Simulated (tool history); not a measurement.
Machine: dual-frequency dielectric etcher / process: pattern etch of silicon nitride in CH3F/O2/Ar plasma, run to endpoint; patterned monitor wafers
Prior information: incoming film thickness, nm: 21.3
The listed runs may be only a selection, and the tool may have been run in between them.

Run 1, day 0.000: source power (kW) 0.440, bias power (kW) 0.063. Result: endpoint time (s) 28.352.
Run 2, day 0.150: source power (kW) 0.470, bias power (kW) 0.063. Result: endpoint time (s) 27.743.
Run 3, day 0.283: source power (kW) 0.410, bias power (kW) 0.062. Result: endpoint time (s) 29.114.
Run 4, day 0.600: source power (kW) 0.370, bias power (kW) 0.061. Result: endpoint time (s) 30.392.
Run 5, day 0.683: source power (kW) 0.370, bias power (kW) 0.069. Result: endpoint time (s) 29.594.
Run 6, day 0.758: source power (kW) 0.340, bias power (kW) 0.068. Result: endpoint time (s) 30.669.
Run 7, day 1.112: source power (kW) 0.320, bias power (kW) 0.068. Result: endpoint time (s) 31.300.
Run 8, day 1.196: source power (kW) 0.310, bias power (kW) 0.068. Result: endpoint time (s) 31.598.

For run 9, what comes out?
Run 9, day 1.333: source power (kW) 0.260, bias power (kW) 0.067. Result: endpoint time (s) ?.

endpoint time (s): 33.577
